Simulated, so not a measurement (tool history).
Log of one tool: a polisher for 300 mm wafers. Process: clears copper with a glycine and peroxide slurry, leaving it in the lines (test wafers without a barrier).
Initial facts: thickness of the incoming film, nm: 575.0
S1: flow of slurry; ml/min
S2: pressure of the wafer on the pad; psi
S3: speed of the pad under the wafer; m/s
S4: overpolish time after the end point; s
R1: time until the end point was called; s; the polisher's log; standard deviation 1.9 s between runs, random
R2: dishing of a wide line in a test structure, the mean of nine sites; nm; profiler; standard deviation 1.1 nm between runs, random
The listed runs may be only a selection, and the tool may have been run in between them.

run 1 hour=0 | S1=205 S2=2.3 S3=0.92 S4=29 | R1=171.36 R2=66.214
run 2 hour=6.7 | S1=165 S2=2.3 S3=0.92 S4=29 | R1=179.67 R2=62.998
run 3 hour=10.3 | S1=165 S2=1.9 S3=0.92 S4=29 | R1=201.81 R2=58.131
run 4 hour=17.2 | S1=165 S2=2.2 S3=0.92 S4=29 | R1=179.52 R2=62.91
run 5 hour=19 | S1=140 S2=2.2 S3=0.92 S4=29 | R1=186.53 R2=61.209
run 6 hour=21.3 | S1=150 S2=2.7 S3=0.96 S4=29 | R1=154.26 R2=73.208
run 7 hour=28.4 | S1=160 S2=3 S3=1 S4=28 | R1=128.85 R2=78.38
run 8 hour=33.8 | S1=165 S2=3.2 S3=1 S4=29 | R1=119.59 R2=83.543

Forecast run 9:
run 9 hour=37.4 | S1=170 S2=3.3 S3=1 S4=30 | R1=? R2=?

Logged for run 9: R1 122.3 s, R2 88.131 nm.

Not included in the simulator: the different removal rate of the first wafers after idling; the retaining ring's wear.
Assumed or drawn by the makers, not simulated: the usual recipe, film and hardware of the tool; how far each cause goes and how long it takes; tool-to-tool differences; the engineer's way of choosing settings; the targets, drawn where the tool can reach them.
